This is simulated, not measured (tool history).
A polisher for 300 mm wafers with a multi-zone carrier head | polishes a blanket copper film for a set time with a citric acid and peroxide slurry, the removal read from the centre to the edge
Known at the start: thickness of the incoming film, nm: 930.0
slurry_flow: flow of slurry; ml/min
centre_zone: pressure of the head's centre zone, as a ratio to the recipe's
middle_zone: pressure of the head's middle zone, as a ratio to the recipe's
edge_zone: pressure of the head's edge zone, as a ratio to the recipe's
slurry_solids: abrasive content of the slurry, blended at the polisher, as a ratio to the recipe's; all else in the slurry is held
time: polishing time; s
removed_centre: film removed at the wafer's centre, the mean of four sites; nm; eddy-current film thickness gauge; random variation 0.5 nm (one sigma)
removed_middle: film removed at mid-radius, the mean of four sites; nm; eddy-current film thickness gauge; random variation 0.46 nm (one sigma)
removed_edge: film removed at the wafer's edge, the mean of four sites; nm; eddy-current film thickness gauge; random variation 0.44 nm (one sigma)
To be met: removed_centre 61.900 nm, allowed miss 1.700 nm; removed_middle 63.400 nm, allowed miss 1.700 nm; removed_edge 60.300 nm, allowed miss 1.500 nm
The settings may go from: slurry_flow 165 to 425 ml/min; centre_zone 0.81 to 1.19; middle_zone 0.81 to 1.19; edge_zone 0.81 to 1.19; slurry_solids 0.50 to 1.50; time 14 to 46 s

| run | hour | slurry_flow | centre_zone | middle_zone | edge_zone | slurry_solids | time | removed_centre | removed_middle | removed_edge |
|---|---|---|---|---|---|---|---|---|---|---|
| 1 | 0.0 | 275 | 1.00 | 1.00 | 1.00 | 1.00 | 30 | 90.204 | 90.423 | 88.749 |
| 2 | 0.5 | 300 | 1.00 | 1.00 | 1.00 | 1.00 | 30 | 90.837 | 92.457 | 88.596 |
| 3 | 4.5 | 245 | 1.00 | 1.00 | 1.00 | 1.00 | 30 | 88.374 | 89.110 | 85.660 |
| 4 | 7.6 | 245 | 1.00 | 1.00 | 0.96 | 1.00 | 30 | 89.273 | 88.420 | 84.961 |
| 5 | 15.1 | 230 | 0.97 | 0.99 | 0.92 | 0.85 | 28 | 77.017 | 79.986 | 75.422 |
| 6 | 20.9 | 230 | 0.97 | 1.06 | 0.92 | 0.85 | 28 | 76.473 | 85.099 | 75.600 |
| 7 | 24.6 | 220 | 0.96 | 1.02 | 0.89 | 0.75 | 27 | 70.582 | 76.513 | 69.504 |
| 8 | 29.5 | 215 | 0.96 | 0.99 | 0.87 | 0.65 | 27 | 68.802 | 71.388 | 66.133 |
| 9 | 31.3 | 210 | 0.95 | 0.97 | 0.85 | 0.60 | 27 | 67.302 | 69.153 | 64.346 |
| 10 | 38.0 | 205 | 0.94 | 0.96 | 0.84 | 0.55 | 27 | 64.111 | 67.081 | 62.660 |
| 11 | 42.6 | 200 | 0.94 | 0.95 | 0.83 | 0.55 | 27 | 63.856 | 66.987 | 63.102 |
| 12 | 46.0 | 200 | 0.94 | 0.94 | 0.83 | 0.55 | 27 | 63.916 | 65.838 | 61.932 |
| 13 | 49.0 | 195 | 0.94 | 0.93 | 0.82 | 0.55 | 27 | 63.231 | 64.422 | 62.306 |
| 14 | 50.7 | 195 | 0.95 | 0.94 | 0.81 | 0.50 | 26 | 60.427 | 60.935 | 58.356 |
| 15 | 56.6 | 205 | 0.95 | 0.94 | 0.82 | 0.50 | 26 | 61.272 | 62.378 | 58.285 |
| 16 | 65.1 | 205 | 0.95 | 0.94 | 0.83 | 0.50 | 26 | 61.415 | 62.057 | 59.371 |
|  | 65.8 | worn pad replaced by a new one |
| 17 | 65.8 | 210 | 0.95 | 0.94 | 0.84 | 0.50 | 26 | 66.114 | 66.534 | 63.424 |
| 18 | 70.6 | 200 | 0.95 | 0.94 | 0.84 | 0.50 | 26 | 65.523 | 67.605 | 64.535 |
| 19 | 77.0 | 220 | 0.94 | 0.93 | 0.84 | 0.50 | 26 | 66.874 | 66.341 | 63.563 |
| 20 | 82.9 | 220 | 0.88 | 0.92 | 0.81 | 0.50 | 25 | 59.314 | 63.376 | 60.966 |

4 next moves are on the table. One of them brings every result within its allowed miss. Which?
| A | 88.8 | 260 | 0.93 | 0.93 | 0.82 | 0.55 | 24 | ? | ? | ? |
| B | 88.8 | 210 | 0.83 | 0.94 | 0.82 | 0.50 | 25 | ? | ? | ? |
| C | 88.8 | 225 | 0.84 | 0.94 | 0.86 | 0.55 | 24 | ? | ? | ? |
| D | 88.8 | 255 | 0.97 | 0.92 | 0.84 | 0.85 | 22 | ? | ? | ? |

| move | removed_centre | removed_middle | removed_edge |
|---|---|---|---|
| A | 62.530 | 64.097 | 60.366 |
| B | 55.499 | 64.551 | 60.519 |
| C | 55.586 | 63.821 | 60.873 |
| D | 66.135 | 64.393 | 61.824 |
A: meets every target
B: further off than the last run
C: further off than the last run
D: takes the result that was furthest off past its target
The right move is A.
